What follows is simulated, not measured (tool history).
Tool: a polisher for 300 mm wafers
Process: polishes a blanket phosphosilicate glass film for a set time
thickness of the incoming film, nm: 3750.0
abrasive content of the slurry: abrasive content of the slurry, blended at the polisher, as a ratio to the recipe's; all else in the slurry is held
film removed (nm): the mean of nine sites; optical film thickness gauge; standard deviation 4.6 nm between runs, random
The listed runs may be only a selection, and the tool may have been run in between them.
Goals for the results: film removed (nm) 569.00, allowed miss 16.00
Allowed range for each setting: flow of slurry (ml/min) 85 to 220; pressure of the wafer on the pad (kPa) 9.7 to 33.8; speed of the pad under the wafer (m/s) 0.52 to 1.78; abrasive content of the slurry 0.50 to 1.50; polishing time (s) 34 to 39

run	hour	flow of slurry (ml/min)	pressure of the wafer on the pad (kPa)	speed of the pad under the wafer (m/s)	abrasive content of the slurry	polishing time (s)	film removed (nm)
1	0.0	140	21.4	1.14	1.00	39	270.23
2	6.5	150	24.1	1.18	1.00	39	300.91
3	10.8	150	24.1	1.34	1.00	39	329.46
4	19.3	150	18.6	1.34	1.00	39	277.64
5	22.4	150	15.9	1.34	1.00	39	256.91
6	24.9	150	15.9	1.54	1.00	39	279.18
7	27.1	160	20.0	1.58	1.00	39	331.45
8	28.0	165	23.4	1.62	1.00	39	367.31
9	29.4	175	29.6	1.78	1.15	39	517.65
10	33.1	175	30.3	1.78	1.15	39	522.03
11	36.5	175	31.0	1.78	1.15	39	538.42
12	39.9	175	31.7	1.78	1.15	39	544.41

Of the 5 settings listed for the next run, only one would bring every result within its allowed miss of target. Which one?
A	43.3	210	30.3	1.78	1.10	39	?
B	43.3	165	33.8	1.78	1.25	39	?
C	43.3	180	33.1	1.62	1.35	38	?
D	43.3	200	30.3	1.78	1.15	36	?
E	43.3	205	33.8	1.58	1.50	37	?

move	film removed (nm)
A	523.11
B	596.71
C	571.17
D	495.85
E	599.65
A: its largest miss is bigger than the last run's
B: the result that was furthest off in the last run now lies on the other side of its target
C: every result lands within tolerance
D: its largest miss is bigger than the last run's
E: the result that was furthest off in the last run now lies on the other side of its target
Correct choice: C, which meets every target
